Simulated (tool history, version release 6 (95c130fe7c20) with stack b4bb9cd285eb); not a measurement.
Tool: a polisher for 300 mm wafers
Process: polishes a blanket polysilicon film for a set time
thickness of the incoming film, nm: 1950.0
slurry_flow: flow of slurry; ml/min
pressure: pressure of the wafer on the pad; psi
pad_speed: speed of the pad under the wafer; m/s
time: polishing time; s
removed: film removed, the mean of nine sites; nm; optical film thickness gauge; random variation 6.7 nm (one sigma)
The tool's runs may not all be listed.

| run | hour | slurry_flow | pressure | pad_speed | time | removed |
|---|---|---|---|---|---|---|
| 1 | 0.0 | 260 | 3.1 | 0.76 | 61 | 431.29 |
| 2 | 4.1 | 260 | 3.5 | 0.76 | 61 | 490.57 |
| 3 | 9.7 | 260 | 3.5 | 0.60 | 61 | 390.18 |
| 4 | 16.3 | 260 | 3.5 | 0.50 | 61 | 329.63 |
| 5 | 25.3 | 260 | 3.5 | 0.50 | 64 | 339.63 |
| 6 | 28.6 | 260 | 4.0 | 0.54 | 64 | 423.48 |
| 7 | 31.2 | 260 | 4.3 | 0.58 | 64 | 483.02 |

Run 8 comes next. What will it give?
| 8 | 35.0 | 260 | 4.3 | 0.58 | 64 | ? |

Run 8 gave removed 485.49 nm.
